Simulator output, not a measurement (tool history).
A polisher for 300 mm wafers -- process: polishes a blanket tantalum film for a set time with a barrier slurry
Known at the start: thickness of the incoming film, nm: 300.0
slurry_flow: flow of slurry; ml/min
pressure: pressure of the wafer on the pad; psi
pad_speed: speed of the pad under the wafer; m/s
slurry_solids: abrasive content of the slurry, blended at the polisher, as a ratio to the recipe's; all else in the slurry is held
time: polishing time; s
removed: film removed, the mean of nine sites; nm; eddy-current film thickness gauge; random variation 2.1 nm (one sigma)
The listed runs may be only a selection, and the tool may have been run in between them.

| run | hour | slurry_flow | pressure | pad_speed | slurry_solids | time | removed |
|---|---|---|---|---|---|---|---|
| 1 | 0.0 | 210 | 1.4 | 1.22 | 1.0 | 56 | 93.543 |
| 2 | 2.9 | 210 | 1.5 | 1.24 | 1.0 | 56 | 103.140 |
| 3 | 10.1 | 210 | 1.3 | 1.24 | 1.0 | 56 | 89.588 |
| 4 | 18.3 | 175 | 1.3 | 1.24 | 1.0 | 56 | 89.304 |
| 5 | 26.7 | 175 | 1.5 | 1.26 | 1.0 | 56 | 101.460 |
| 6 | 32.2 | 175 | 1.7 | 1.26 | 1.0 | 56 | 111.830 |
| 7 | 33.7 | 175 | 1.8 | 1.28 | 1.0 | 56 | 123.170 |

Run 8 comes next. What will it give?
| 8 | 37.8 | 175 | 1.9 | 1.28 | 1.0 | 56 | ? |

removed: 128.640 nm
